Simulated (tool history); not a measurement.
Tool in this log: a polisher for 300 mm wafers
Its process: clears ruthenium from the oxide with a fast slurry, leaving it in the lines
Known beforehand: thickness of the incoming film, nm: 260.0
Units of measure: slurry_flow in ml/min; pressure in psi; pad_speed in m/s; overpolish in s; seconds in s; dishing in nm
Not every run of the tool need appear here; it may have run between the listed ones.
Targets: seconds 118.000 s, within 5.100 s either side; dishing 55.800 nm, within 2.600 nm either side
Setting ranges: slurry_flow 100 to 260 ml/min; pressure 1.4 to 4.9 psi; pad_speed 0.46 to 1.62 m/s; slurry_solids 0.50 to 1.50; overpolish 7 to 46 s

Run 1, hour 0.0: slurry_flow 165 ml/min, pressure 3.1 psi, pad_speed 1.04 m/s, slurry_solids 1.00, overpolish 24 s. Result: seconds 45.389 s, dishing 88.533 nm.
Run 2, hour 0.7: slurry_flow 165 ml/min, pressure 3.1 psi, pad_speed 1.24 m/s, slurry_solids 1.00, overpolish 24 s. Result: seconds 38.076 s, dishing 103.270 nm.
Run 3, hour 1.4: slurry_flow 160 ml/min, pressure 2.6 psi, pad_speed 1.06 m/s, slurry_solids 1.00, overpolish 27 s. Result: seconds 52.775 s, dishing 86.737 nm.
Run 4, hour 2.5: slurry_flow 160 ml/min, pressure 2.6 psi, pad_speed 1.26 m/s, slurry_solids 1.00, overpolish 27 s. Result: seconds 43.749 s, dishing 101.830 nm.
Run 5, hour 3.3: slurry_flow 180 ml/min, pressure 2.6 psi, pad_speed 1.26 m/s, slurry_solids 1.00, overpolish 27 s. Result: seconds 43.523 s, dishing 101.840 nm.
Run 6, hour 7.5: slurry_flow 210 ml/min, pressure 2.6 psi, pad_speed 1.26 m/s, slurry_solids 1.00, overpolish 27 s. Result: seconds 42.660 s, dishing 100.880 nm.
Run 7, hour 12.6: slurry_flow 205 ml/min, pressure 2.2 psi, pad_speed 1.06 m/s, slurry_solids 1.00, overpolish 29 s. Result: seconds 59.877 s, dishing 82.097 nm.
Run 8, hour 15.1: slurry_flow 205 ml/min, pressure 2.0 psi, pad_speed 0.94 m/s, slurry_solids 1.00, overpolish 31 s. Result: seconds 73.662 s, dishing 76.196 nm.
Run 9, hour 23.2: slurry_flow 205 ml/min, pressure 1.8 psi, pad_speed 0.86 m/s, slurry_solids 1.00, overpolish 31 s. Result: seconds 86.929 s, dishing 65.153 nm.
Run 10, hour 26.4: slurry_flow 205 ml/min, pressure 1.7 psi, pad_speed 0.82 m/s, slurry_solids 1.00, overpolish 32 s. Result: seconds 97.864 s, dishing 60.881 nm.
Run 11, hour 29.8: slurry_flow 175 ml/min, pressure 1.4 psi, pad_speed 0.78 m/s, slurry_solids 1.00, overpolish 34 s. Result: seconds 122.270 s, dishing 51.128 nm.
Run 12, hour 32.1: slurry_flow 180 ml/min, pressure 1.4 psi, pad_speed 0.78 m/s, slurry_solids 1.00, overpolish 34 s. Result: seconds 125.040 s, dishing 51.074 nm.
Run 13, hour 39.9: slurry_flow 185 ml/min, pressure 1.4 psi, pad_speed 0.78 m/s, slurry_solids 1.00, overpolish 34 s. Result: seconds 124.870 s, dishing 51.204 nm.
Run 14, hour 45.0: slurry_flow 190 ml/min, pressure 1.4 psi, pad_speed 0.78 m/s, slurry_solids 1.00, overpolish 34 s. Result: seconds 122.860 s, dishing 51.262 nm.

Which single option among these 5 for the next run brings every result within its allowed miss of target? Just one does.
Run A, hour 50.1: slurry_flow 215 ml/min, pressure 1.7 psi, pad_speed 0.64 m/s, slurry_solids 0.90, overpolish 41 s. Result: seconds ?, dishing ?.
Run B, hour 50.1: slurry_flow 220 ml/min, pressure 1.5 psi, pad_speed 0.66 m/s, slurry_solids 1.20, overpolish 31 s. Result: seconds ?, dishing ?.
Run C, hour 50.1: slurry_flow 235 ml/min, pressure 2.2 psi, pad_speed 0.50 m/s, slurry_solids 1.00, overpolish 35 s. Result: seconds ?, dishing ?.
Run D, hour 50.1: slurry_flow 145 ml/min, pressure 1.4 psi, pad_speed 0.80 m/s, slurry_solids 0.95, overpolish 39 s. Result: seconds ?, dishing ?.
Run E, hour 50.1: slurry_flow 215 ml/min, pressure 1.6 psi, pad_speed 0.70 m/s, slurry_solids 1.00, overpolish 41 s. Result: seconds ?, dishing ?.

move  seconds  dishing
   A  125.140   59.931
   B  124.990   47.121
   C  118.430   54.886
   D  127.270   56.616
   E  117.830   63.040
A: moves the result that the last run missed by most past its target, out the other side
B: the biggest miss grows against the last run
C: every result within its allowed miss
D: brings the result that was furthest off to its target, and leaves another outside
E: moves the result that the last run missed by most past its target, out the other side
The right move is C.

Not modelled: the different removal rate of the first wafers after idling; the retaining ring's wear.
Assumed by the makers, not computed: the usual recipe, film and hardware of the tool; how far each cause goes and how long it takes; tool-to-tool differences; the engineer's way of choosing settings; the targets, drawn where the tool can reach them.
